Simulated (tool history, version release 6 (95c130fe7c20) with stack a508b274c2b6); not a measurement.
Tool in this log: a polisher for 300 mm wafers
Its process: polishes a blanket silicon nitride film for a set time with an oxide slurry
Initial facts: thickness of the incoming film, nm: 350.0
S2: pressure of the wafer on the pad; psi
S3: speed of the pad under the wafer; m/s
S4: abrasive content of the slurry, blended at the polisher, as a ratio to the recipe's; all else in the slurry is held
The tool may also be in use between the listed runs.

Run 1, hour 0.0: flow of slurry (ml/min) 190, S2 2.5 psi, S3 1.18 m/s, S4 1.0, polishing time (s) 95. Result: film removed (angstrom) 462.93.
Run 2, hour 1.1: flow of slurry (ml/min) 200, S2 2.6 psi, S3 1.18 m/s, S4 1.0, polishing time (s) 95. Result: film removed (angstrom) 475.89.
Run 3, hour 1.8: flow of slurry (ml/min) 200, S2 2.7 psi, S3 1.18 m/s, S4 1.0, polishing time (s) 95. Result: film removed (angstrom) 490.48.
Run 4, hour 2.4: flow of slurry (ml/min) 200, S2 2.8 psi, S3 1.18 m/s, S4 1.0, polishing time (s) 95. Result: film removed (angstrom) 506.10.
Run 5, hour 9.0: flow of slurry (ml/min) 200, S2 2.9 psi, S3 1.18 m/s, S4 1.0, polishing time (s) 95. Result: film removed (angstrom) 518.88.
Run 6, hour 17.8: flow of slurry (ml/min) 200, S2 2.9 psi, S3 1.18 m/s, S4 0.9, polishing time (s) 95. Result: film removed (angstrom) 496.31.

Run 7 is up next; what results do you expect?
Run 7, hour 22.6: flow of slurry (ml/min) 200, S2 3.0 psi, S3 1.18 m/s, S4 0.9, polishing time (s) 95. Result: film removed (angstrom) ?.

Run 7 gave film removed (angstrom) 509.34.

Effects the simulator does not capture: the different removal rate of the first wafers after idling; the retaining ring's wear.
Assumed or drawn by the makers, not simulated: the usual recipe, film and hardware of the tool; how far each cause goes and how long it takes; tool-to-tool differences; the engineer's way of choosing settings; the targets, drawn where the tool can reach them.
